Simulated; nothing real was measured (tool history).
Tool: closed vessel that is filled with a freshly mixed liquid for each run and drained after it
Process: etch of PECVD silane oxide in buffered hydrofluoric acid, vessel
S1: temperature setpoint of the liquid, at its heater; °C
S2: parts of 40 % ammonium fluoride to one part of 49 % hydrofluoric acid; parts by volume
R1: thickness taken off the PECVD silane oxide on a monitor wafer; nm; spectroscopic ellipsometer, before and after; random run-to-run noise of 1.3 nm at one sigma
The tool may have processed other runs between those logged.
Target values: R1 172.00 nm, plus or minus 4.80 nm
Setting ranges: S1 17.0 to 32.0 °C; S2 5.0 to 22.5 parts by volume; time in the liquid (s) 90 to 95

Run 1, hour 0.0: S1 25.0 °C, S2 13.5 parts by volume, time in the liquid (s) 90. Result: R1 122.84 nm.
Run 2, hour 3.8: S1 25.0 °C, S2 13.5 parts by volume, time in the liquid (s) 90. Result: R1 123.65 nm.
Run 3, hour 5.4: S1 26.5 °C, S2 13.5 parts by volume, time in the liquid (s) 90. Result: R1 133.43 nm.
Run 4, hour 6.8: S1 26.5 °C, S2 13.5 parts by volume, time in the liquid (s) 95. Result: R1 140.11 nm.
Run 5, hour 15.4: S1 28.0 °C, S2 13.5 parts by volume, time in the liquid (s) 95. Result: R1 150.83 nm.
Run 6, hour 16.0: S1 25.5 °C, S2 13.5 parts by volume, time in the liquid (s) 95. Result: R1 134.37 nm.
Run 7, hour 21.9: S1 27.0 °C, S2 13.5 parts by volume, time in the liquid (s) 95. Result: R1 144.52 nm.
Run 8, hour 22.9: S1 28.0 °C, S2 13.5 parts by volume, time in the liquid (s) 95. Result: R1 152.80 nm.

Exactly one of the 5 candidate moves below puts every result within its allowed miss. Which one?
Run A, hour 23.9: S1 31.0 °C, S2 14.0 parts by volume, time in the liquid (s) 95. Result: R1 ?.
Run B, hour 23.9: S1 29.5 °C, S2 16.0 parts by volume, time in the liquid (s) 95. Result: R1 ?.
Run C, hour 23.9: S1 27.5 °C, S2 14.5 parts by volume, time in the liquid (s) 95. Result: R1 ?.
Run D, hour 23.9: S1 28.5 °C, S2 14.0 parts by volume, time in the liquid (s) 90. Result: R1 ?.
Run E, hour 23.9: S1 30.0 °C, S2 12.0 parts by volume, time in the liquid (s) 95. Result: R1 ?.

move      R1
   A  172.67
   B  140.02
   C  138.68
   D  143.41
   E  190.50
A: each result inside its tolerance
B: its largest miss is bigger than the last run's
C: its largest miss is bigger than the last run's
D: its largest miss is bigger than the last run's
E: pushes the last run's worst result past its target
Go with A: it meets all targets.

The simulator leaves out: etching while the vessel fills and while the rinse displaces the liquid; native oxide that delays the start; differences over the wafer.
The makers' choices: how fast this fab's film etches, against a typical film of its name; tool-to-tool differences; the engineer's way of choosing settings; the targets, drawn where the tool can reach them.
